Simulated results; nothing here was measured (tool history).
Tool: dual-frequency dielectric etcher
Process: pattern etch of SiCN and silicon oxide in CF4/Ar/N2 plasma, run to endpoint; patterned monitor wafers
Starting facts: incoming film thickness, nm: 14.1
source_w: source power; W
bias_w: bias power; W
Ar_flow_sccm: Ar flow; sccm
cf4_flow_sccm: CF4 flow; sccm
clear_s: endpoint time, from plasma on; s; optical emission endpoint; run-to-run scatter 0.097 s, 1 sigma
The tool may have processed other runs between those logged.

run  hour  source_w  bias_w  Ar_flow_sccm  cf4_flow_sccm  clear_s
  1   0.0       460      90           138             55   15.079
  2   4.0       470      90           138             55   14.787
  3   6.6       470      90           138             47   15.047
  4   9.0       470      90           138             38   15.551
  5  13.7       480      90           138             38   15.068
  6  18.9       480      90           122             38   15.040
  7  26.4       490      90           122             38   14.628
  8  27.2       500      90           122             38   14.438

Run 9 has not been measured yet. What should we expect?
  9  33.5       510      90           122             38        ?

For run 9 the tool returned clear_s 13.953 s.

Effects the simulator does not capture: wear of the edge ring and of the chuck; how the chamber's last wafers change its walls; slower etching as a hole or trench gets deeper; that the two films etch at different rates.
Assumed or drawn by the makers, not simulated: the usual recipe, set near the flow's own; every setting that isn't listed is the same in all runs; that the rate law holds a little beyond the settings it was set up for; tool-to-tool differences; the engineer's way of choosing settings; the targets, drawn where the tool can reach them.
